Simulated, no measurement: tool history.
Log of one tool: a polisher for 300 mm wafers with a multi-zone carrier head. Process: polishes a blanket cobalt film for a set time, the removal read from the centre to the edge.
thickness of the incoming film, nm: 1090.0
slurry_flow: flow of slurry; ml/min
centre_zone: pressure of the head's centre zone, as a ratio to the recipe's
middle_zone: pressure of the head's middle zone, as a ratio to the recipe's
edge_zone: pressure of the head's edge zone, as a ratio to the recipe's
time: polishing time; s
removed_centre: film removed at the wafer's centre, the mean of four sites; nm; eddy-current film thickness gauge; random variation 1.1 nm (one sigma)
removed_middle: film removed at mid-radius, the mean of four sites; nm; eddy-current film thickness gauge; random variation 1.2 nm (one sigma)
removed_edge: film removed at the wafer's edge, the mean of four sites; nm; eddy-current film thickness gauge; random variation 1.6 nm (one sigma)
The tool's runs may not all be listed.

run  hour  slurry_flow  centre_zone  middle_zone  edge_zone  time  removed_centre  removed_middle  removed_edge
  1     0          170            1            1          1    36             123          117.55        126.71
  2   5.3          170            1         0.96          1    36          123.28          114.12        124.04
  3    12          170            1         0.96          1    44           148.6          138.85        151.35
  4  15.9          165         0.97         0.94       0.98    43           142.6          133.61        147.22
  5  24.9          165         0.97         0.94       0.98    48          159.08          145.85        164.76
  6  25.8          165         0.97         0.94       0.98    41          136.74          124.05        139.33
  7  27.4          160         0.95         0.95       0.98    40          126.64          122.63        136.97

The next listed run, before its measurement:
  8  34.7          155         0.94         0.95       0.96    39               ?               ?             ?

{"run 8": {"removed_centre": 123.54, "removed_middle": 118.51, "removed_edge": 131.24}}

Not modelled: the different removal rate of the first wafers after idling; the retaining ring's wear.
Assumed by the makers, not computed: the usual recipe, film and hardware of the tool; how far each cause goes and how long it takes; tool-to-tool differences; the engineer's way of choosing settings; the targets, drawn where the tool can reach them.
